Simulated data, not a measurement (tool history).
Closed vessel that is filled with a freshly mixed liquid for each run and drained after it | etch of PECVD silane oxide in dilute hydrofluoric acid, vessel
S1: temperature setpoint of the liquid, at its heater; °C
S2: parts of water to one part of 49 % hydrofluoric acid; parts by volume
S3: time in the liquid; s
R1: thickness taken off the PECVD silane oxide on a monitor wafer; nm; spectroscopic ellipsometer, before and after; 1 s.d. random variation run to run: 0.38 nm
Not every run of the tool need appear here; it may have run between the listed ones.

run  hour    S1   S2   S3       R1
  1   0.0  24.0  215  200  11.0240
  2   7.5  22.5  215  200  10.5670
  3  12.4  21.0  215  200   9.8934
  4  20.1  24.5  155  205  17.2450
  5  26.9  27.0  115  205  27.2150
     30.4  -- hydrofluoric acid flow meter replaced
  6  30.4  28.5  100  205  37.9040

Run 7, settings as shown, results not yet in. Your forecast:
  7  34.9  29.5  100  205   ?

For run 7 the tool returned R1 39.6330 nm.
